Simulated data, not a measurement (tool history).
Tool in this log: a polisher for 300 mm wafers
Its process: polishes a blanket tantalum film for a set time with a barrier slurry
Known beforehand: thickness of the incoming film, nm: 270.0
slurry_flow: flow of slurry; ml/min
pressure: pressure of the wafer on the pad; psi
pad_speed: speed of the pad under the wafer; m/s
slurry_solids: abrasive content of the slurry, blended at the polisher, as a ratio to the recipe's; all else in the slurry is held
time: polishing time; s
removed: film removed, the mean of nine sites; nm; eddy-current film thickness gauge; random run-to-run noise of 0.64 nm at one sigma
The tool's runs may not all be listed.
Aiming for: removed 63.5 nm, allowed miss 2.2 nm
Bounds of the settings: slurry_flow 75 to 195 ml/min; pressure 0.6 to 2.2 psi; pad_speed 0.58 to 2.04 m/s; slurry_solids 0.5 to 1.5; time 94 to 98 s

| run | hour | slurry_flow | pressure | pad_speed | slurry_solids | time | removed |
|---|---|---|---|---|---|---|---|
| 1 | 0 | 125 | 1.4 | 1.3 | 1 | 94 | 140.26 |
| 2 | 4.7 | 140 | 1.4 | 1.3 | 1 | 94 | 146.02 |
| 3 | 13.5 | 130 | 1.2 | 1.26 | 1 | 94 | 119.68 |
| 4 | 15 | 125 | 1.1 | 1.22 | 1 | 94 | 105.28 |
| 5 | 16 | 125 | 1.2 | 1.22 | 1 | 94 | 114.36 |
| 6 | 20.8 | 120 | 1.1 | 1.2 | 1 | 94 | 103.29 |
| 7 | 27.4 | 95 | 0.7 | 1.08 | 1 | 94 | 56.81 |
| 8 | 32.2 | 100 | 0.7 | 1.08 | 1 | 94 | 57.149 |
| 9 | 37.3 | 105 | 0.7 | 1.08 | 1 | 94 | 57.939 |
| 10 | 39.6 | 110 | 0.7 | 1.08 | 1 | 94 | 58.702 |
| 11 | 40.6 | 115 | 0.7 | 1.08 | 1 | 94 | 58.775 |
| 12 | 45.6 | 120 | 0.7 | 1.08 | 1 | 94 | 60.032 |
| 13 | 52.1 | 125 | 0.7 | 1.08 | 1 | 94 | 61.14 |
| 14 | 58.7 | 130 | 0.7 | 1.08 | 1 | 94 | 60.68 |
| 15 | 65.3 | 135 | 0.8 | 1.08 | 1 | 94 | 69.863 |
| 16 | 65.9 | 130 | 0.8 | 1.08 | 1 | 94 | 69.963 |
| 17 | 74.2 | 130 | 0.8 | 1.08 | 1 | 94 | 69.448 |
| 18 | 79.3 | 125 | 0.8 | 1.08 | 1 | 94 | 70.342 |
| 19 | 86.2 | 120 | 0.8 | 1.08 | 1 | 94 | 68.638 |
| 20 | 89.9 | 115 | 0.8 | 1.08 | 1 | 94 | 68.659 |
| 21 | 92.5 | 110 | 0.8 | 1.08 | 1 | 94 | 65.918 |

Of the 4 settings listed for the next run, only one would bring every result within its allowed miss of target. Which one?
| A | 95.1 | 85 | 0.8 | 1 | 1.15 | 98 | ? |
| B | 95.1 | 115 | 0.8 | 1.08 | 0.95 | 97 | ? |
| C | 95.1 | 130 | 0.7 | 1.34 | 0.8 | 95 | ? |
| D | 95.1 | 190 | 0.8 | 1 | 1 | 98 | ? |

| move | removed |
|---|---|
| A | 62.637 |
| B | 67.901 |
| C | 68.364 |
| D | 71.54 |
A: every result lands within tolerance
B: its largest miss is bigger than the last run's
C: its largest miss is bigger than the last run's
D: its largest miss is bigger than the last run's
So the answer is move A, the one that meets all the targets.
